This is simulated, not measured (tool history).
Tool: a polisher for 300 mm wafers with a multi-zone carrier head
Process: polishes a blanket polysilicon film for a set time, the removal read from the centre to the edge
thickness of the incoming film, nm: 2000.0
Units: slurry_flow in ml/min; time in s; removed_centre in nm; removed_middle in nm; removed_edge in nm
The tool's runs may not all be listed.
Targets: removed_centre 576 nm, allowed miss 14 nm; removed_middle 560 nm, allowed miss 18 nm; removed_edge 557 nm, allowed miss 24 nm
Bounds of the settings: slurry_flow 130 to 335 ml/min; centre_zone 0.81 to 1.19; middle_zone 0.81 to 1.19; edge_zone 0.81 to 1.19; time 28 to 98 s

run,day,slurry_flow,centre_zone,middle_zone,edge_zone,time,removed_centre,removed_middle,removed_edge
1,0,215,1,1,1,63,664.42,678.56,652.68
2,0.05,215,1.03,1,1,63,689.6,678.58,636.71
3,0.342,215,1.03,0.92,1,63,688.1,639.16,646.34
4,0.675,210,1.02,0.91,0.98,62,670.04,626.81,630.27
5,1.05,210,1.02,0.91,0.98,49,529.29,488.56,503.42
6,1.312,170,1.02,0.91,0.98,49,510.09,470.05,485.22
7,1.35,190,1.02,0.92,0.99,49,524.47,491.68,503.41
8,1.729,205,1.02,0.93,1,49,523.34,501.32,500.49
9,1.792,215,1.02,0.93,1.01,49,528.84,491.24,502.75
10,2.158,225,1.02,0.94,1.01,50,548.55,515.05,515.33
11,2.333,230,1.02,0.94,1.02,50,543.79,517.33,526.59
12,2.442,240,1.02,0.95,1.02,50,548.46,513.26,530.11
13,2.6,245,1.02,0.96,1.02,50,552.31,527.76,533.41
14,2.717,250,1.02,0.97,1.02,50,548.44,532.85,531.31
15,2.758,255,1.02,0.97,1.02,50,548.39,530.28,523.17
16,2.954,255,1.02,0.98,1.03,50,552.8,534.98,531.41
17,2.992,260,1.02,0.98,1.04,50,554.35,532.96,544.48

4 next moves are on the table. One of them brings every result within its allowed miss. Which?
A,3.029,235,1.16,0.93,1.02,47,?,?,?
B,3.029,245,1.08,0.96,1.04,53,?,?,?
C,3.029,305,1.05,1.02,1.09,50,?,?,?
D,3.029,255,1.03,0.92,1.15,55,?,?,?

move,removed_centre,removed_middle,removed_edge
A,585.63,480.21,495.38
B,617.97,557.7,565.8
C,581.31,563.97,555.44
D,614.28,562.83,620.09
A: brings the result that was furthest off to its target, and leaves another outside
B: takes the result that was furthest off past its target
C: meets every target
D: takes the result that was furthest off past its target
Move C is the one to make.
